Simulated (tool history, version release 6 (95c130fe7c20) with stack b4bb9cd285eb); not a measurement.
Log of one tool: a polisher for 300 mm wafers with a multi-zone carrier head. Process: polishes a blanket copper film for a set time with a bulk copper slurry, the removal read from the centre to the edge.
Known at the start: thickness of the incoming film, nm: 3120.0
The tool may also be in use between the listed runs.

| run | hour | flow of slurry (ml/min) | pressure of the head's centre zone | pressure of the head's middle zone | pressure of the head's edge zone | abrasive content of the slurry | polishing time (s) | film removed at the wafer's centre (Å) | film removed at mid-radius (Å) | film removed at the wafer's edge (Å) |
|---|---|---|---|---|---|---|---|---|---|---|
| 1 | 0 | 270 | 1 | 1 | 1 | 1 | 84 | 10217 | 9856.8 | 10217 |
| 2 | 7.7 | 265 | 0.98 | 0.97 | 0.99 | 0.9 | 78 | 8640 | 8735.4 | 9016 |
| 3 | 14.6 | 200 | 0.98 | 0.97 | 0.99 | 0.9 | 78 | 8603.4 | 8258.3 | 9001.4 |
| 4 | 22.5 | 195 | 0.98 | 0.94 | 0.98 | 0.8 | 75 | 7864.8 | 7456.5 | 8372.1 |
| 5 | 28.3 | 195 | 1.03 | 0.94 | 0.98 | 0.8 | 75 | 8251 | 7595 | 8280.8 |
| 6 | 31.5 | 255 | 1.03 | 0.94 | 0.98 | 0.8 | 75 | 8888.7 | 8030.4 | 8661.3 |
| 7 | 33.1 | 245 | 1.01 | 0.92 | 0.96 | 0.75 | 72 | 8094.9 | 7449.5 | 8016.4 |
| 8 | 38.9 | 245 | 1.01 | 0.92 | 0.96 | 0.75 | 72 | 8025.1 | 7481.9 | 8008.9 |
| 9 | 45.4 | 235 | 1 | 0.9 | 0.95 | 0.7 | 70 | 7694.6 | 6929.9 | 7749.3 |
| 10 | 46.6 | 235 | 0.98 | 0.89 | 0.93 | 0.65 | 68 | 7323.7 | 6613 | 7268 |
|  | 47.4 | slurry nozzle cleaned |
| 11 | 47.4 | 225 | 0.95 | 0.88 | 0.92 | 0.6 | 67 | 7078.4 | 6479.6 | 7321.4 |
| 12 | 51.4 | 230 | 0.9 | 0.87 | 0.91 | 0.5 | 49 | 4900.1 | 4669 | 5215 |
| 13 | 53.2 | 235 | 0.91 | 0.87 | 0.93 | 0.6 | 49 | 4995.5 | 4765.4 | 5541.5 |

Run 14 comes next. What will it give?
| 14 | 61 | 255 | 0.92 | 0.87 | 0.94 | 0.65 | 49 | ? | ? | ? |

{"run 14": {"film removed at the wafer's centre (Å)": 5174.1, "film removed at mid-radius (Å)": 4926.4, "film removed at the wafer's edge (Å)": 5483.9}}
